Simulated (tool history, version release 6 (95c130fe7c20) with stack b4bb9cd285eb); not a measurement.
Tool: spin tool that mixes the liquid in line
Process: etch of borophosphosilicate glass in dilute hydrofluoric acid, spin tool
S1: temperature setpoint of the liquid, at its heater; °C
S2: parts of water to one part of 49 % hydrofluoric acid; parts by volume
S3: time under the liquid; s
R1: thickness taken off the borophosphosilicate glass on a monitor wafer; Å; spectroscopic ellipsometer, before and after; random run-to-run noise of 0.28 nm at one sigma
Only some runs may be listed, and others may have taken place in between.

run  hour    S1   S2  S3      R1
  1     0    26  295  55  100.72
  2   1.1  27.5  250  55  131.48
  3   6.8  30.5  250  55  145.32
  4  14.3    33  250  55  157.48
  5  16.7    34  250  55  165.62
  6  23.7    34  290  55  135.42

Run 7 is up next; what results do you expect?
  7  24.7  34  250  55   ?

Logged for run 7: R1 160.68 Å.

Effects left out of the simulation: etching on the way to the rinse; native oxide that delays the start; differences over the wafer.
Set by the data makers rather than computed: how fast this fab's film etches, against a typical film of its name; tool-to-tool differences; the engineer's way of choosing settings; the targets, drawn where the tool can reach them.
